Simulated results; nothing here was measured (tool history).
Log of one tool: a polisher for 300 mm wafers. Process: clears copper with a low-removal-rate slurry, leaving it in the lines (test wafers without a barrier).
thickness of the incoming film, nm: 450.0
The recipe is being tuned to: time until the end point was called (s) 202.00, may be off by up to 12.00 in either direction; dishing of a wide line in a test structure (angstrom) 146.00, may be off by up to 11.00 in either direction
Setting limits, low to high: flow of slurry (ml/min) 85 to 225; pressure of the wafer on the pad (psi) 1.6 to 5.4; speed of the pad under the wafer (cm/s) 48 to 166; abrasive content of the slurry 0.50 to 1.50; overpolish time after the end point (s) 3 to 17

| run | hour | flow of slurry (ml/min) | pressure of the wafer on the pad (psi) | speed of the pad under the wafer (cm/s) | abrasive content of the slurry | overpolish time after the end point (s) | time until the end point was called (s) | dishing of a wide line in a test structure (angstrom) |
|---|---|---|---|---|---|---|---|---|
| 1 | 0.0 | 145 | 3.5 | 106 | 1.00 | 9 | 133.24 | 157.08 |
| 2 | 4.1 | 145 | 3.5 | 106 | 1.00 | 7 | 132.44 | 137.64 |
| 3 | 5.8 | 145 | 3.2 | 104 | 1.00 | 8 | 139.80 | 146.16 |
| 4 | 12.6 | 145 | 3.2 | 124 | 1.00 | 8 | 121.96 | 156.23 |
| 5 | 17.7 | 145 | 2.8 | 120 | 1.00 | 9 | 130.82 | 158.48 |
| 6 | 25.7 | 145 | 2.3 | 120 | 1.00 | 9 | 148.63 | 147.91 |
| 7 | 27.5 | 145 | 2.1 | 114 | 1.00 | 10 | 161.07 | 149.47 |
| 8 | 30.3 | 145 | 2.0 | 110 | 1.00 | 10 | 170.41 | 146.32 |
| 9 | 32.4 | 145 | 1.9 | 108 | 1.00 | 10 | 173.34 | 139.49 |

Next run, 4 choices. One meets every target within its allowed miss, the rest don't. Which?
| A | 34.5 | 120 | 1.7 | 88 | 0.95 | 13 | ? | ? |
| B | 34.5 | 150 | 2.3 | 130 | 1.00 | 7 | ? | ? |
| C | 34.5 | 145 | 2.7 | 74 | 0.95 | 12 | ? | ? |
| D | 34.5 | 155 | 1.7 | 104 | 0.75 | 9 | ? | ? |

| move | time until the end point was called (s) | dishing of a wide line in a test structure (angstrom) |
|---|---|---|
| A | 228.59 | 140.31 |
| B | 137.97 | 131.20 |
| C | 202.58 | 144.72 |
| D | 201.50 | 120.19 |
A: moves the result that the last run missed by most past its target, out the other side
B: its largest miss is bigger than the last run's
C: each result inside its tolerance
D: brings the result that was furthest off to its target, and leaves another outside
The right move is C.

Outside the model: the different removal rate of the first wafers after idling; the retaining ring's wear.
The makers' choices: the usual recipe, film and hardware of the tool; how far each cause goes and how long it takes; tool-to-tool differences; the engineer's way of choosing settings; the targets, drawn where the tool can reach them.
